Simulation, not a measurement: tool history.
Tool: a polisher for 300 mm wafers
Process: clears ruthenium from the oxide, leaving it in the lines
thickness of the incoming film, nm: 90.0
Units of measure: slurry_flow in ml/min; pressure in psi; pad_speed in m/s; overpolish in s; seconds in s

run	hour	slurry_flow	pressure	pad_speed	overpolish	seconds
1	0.0	215	2.3	0.88	20	69.403
2	7.7	215	2.3	0.88	21	69.670
3	11.0	215	2.5	0.88	21	66.303
4	12.3	170	2.5	0.88	21	67.578
5	15.1	170	2.0	0.88	21	76.726
6	19.5	170	2.0	1.00	21	68.211

The next listed run, before its measurement:
7	24.6	185	2.6	1.02	21	?

{"run 7": {"seconds": 56.617}}

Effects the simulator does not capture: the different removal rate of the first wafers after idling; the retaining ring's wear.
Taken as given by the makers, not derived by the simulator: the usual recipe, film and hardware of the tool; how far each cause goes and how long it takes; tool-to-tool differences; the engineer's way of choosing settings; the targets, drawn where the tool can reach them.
